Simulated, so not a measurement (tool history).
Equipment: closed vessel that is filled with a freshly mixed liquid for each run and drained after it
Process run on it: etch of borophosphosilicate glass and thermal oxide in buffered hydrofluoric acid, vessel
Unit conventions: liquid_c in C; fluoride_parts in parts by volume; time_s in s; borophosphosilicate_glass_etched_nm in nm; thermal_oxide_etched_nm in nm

run  hour  liquid_c  fluoride_parts  time_s  borophosphosilicate_glass_etched_nm  thermal_oxide_etched_nm
  1   0.0      24.0            21.5      60                               52.499                   35.466
  2   2.3      24.5            21.5      60                               53.423                   36.828
  3   8.0      24.5            21.5      85                               77.085                   52.638
  4  15.5      23.5            21.5      85                               72.373                   49.164
  5  18.0      23.0            21.5      85                               71.619                   48.218
     20.2  -- thermometer replaced
  6  20.2      22.5            21.5      85                               64.590                   44.216
  7  27.9      22.0            21.5      85                               63.188                   42.911

Predict the results of run 8:
  8  34.2      21.5            21.5      85                                    ?                        ?

Run 8 yielded borophosphosilicate_glass_etched_nm 62.428 nm, thermal_oxide_etched_nm 41.959 nm.

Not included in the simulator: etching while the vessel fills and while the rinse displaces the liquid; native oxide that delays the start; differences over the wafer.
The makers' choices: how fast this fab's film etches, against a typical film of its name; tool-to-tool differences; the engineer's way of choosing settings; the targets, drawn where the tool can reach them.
